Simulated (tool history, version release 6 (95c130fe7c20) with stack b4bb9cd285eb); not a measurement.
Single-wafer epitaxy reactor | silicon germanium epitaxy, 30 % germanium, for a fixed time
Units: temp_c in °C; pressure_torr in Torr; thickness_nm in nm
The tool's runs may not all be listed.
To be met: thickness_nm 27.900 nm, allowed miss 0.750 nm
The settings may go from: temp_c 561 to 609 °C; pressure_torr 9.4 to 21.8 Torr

{"run": 1, "hour": 0.0, "temp_c": 585, "pressure_torr": 15.6, "thickness_nm": 38.335}
{"run": 2, "hour": 6.0, "temp_c": 580, "pressure_torr": 15.6, "thickness_nm": 34.671}
{"run": 3, "hour": 8.2, "temp_c": 573, "pressure_torr": 15.6, "thickness_nm": 29.552}
{"run": 4, "hour": 14.2, "temp_c": 573, "pressure_torr": 17.9, "thickness_nm": 31.689}
{"run": 5, "hour": 21.3, "temp_c": 573, "pressure_torr": 16.6, "thickness_nm": 30.506}
{"run": 6, "hour": 25.2, "temp_c": 573, "pressure_torr": 19.3, "thickness_nm": 32.997}
{"run": 7, "hour": 33.6, "temp_c": 572, "pressure_torr": 19.3, "thickness_nm": 32.258}
{"run": 8, "hour": 38.5, "temp_c": 571, "pressure_torr": 19.3, "thickness_nm": 31.532}
{"run": 9, "hour": 41.5, "temp_c": 570, "pressure_torr": 19.3, "thickness_nm": 30.549}
{"run": 10, "hour": 47.7, "temp_c": 569, "pressure_torr": 19.3, "thickness_nm": 29.976}
{"run": 11, "hour": 55.6, "temp_c": 567, "pressure_torr": 19.3, "thickness_nm": 28.795}

4 next moves are on the table. One of them brings every result within its allowed miss. Which?
{"run": "A", "hour": 63.5, "temp_c": 566, "pressure_torr": 21.1, "thickness_nm": "?"}
{"run": "B", "hour": 63.5, "temp_c": 568, "pressure_torr": 20.4, "thickness_nm": "?"}
{"run": "C", "hour": 63.5, "temp_c": 566, "pressure_torr": 18.7, "thickness_nm": "?"}
{"run": "D", "hour": 63.5, "temp_c": 567, "pressure_torr": 21.2, "thickness_nm": "?"}

move=A thickness_nm=29.323
move=B thickness_nm=30.205
move=C thickness_nm=27.717
move=D thickness_nm=30.060
A: further off than the last run
B: further off than the last run
C: meets every target
D: further off than the last run
Move C is the one to make.
